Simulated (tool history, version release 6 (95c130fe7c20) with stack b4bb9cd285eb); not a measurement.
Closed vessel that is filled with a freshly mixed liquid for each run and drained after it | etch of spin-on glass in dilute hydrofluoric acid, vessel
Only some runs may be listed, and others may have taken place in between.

run	hour	temperature setpoint of the liquid (C)	parts of water to one part of 49 % hydrofluoric acid (parts by volume)	time in the liquid (s)	thickness taken off the spin-on glass on a monitor wafer (nm)
1	0.0	24.0	190	110	32.093
2	8.7	21.0	190	110	28.706
3	13.7	21.0	140	110	40.844
4	21.3	21.0	140	115	42.624
5	23.9	24.5	140	115	49.011
6	26.4	23.0	165	115	38.239
7	32.1	21.5	180	115	32.623
8	36.4	20.5	190	115	29.236
9	42.7	19.5	200	115	26.449
10	48.5	19.0	205	115	25.050
11	51.5	18.5	210	115	24.108
12	52.7	18.0	215	115	22.884

Run 13 comes next. What will it give?
13	54.3	18.0	220	115	?

Run 13 gave thickness taken off the spin-on glass on a monitor wafer (nm) 22.175.

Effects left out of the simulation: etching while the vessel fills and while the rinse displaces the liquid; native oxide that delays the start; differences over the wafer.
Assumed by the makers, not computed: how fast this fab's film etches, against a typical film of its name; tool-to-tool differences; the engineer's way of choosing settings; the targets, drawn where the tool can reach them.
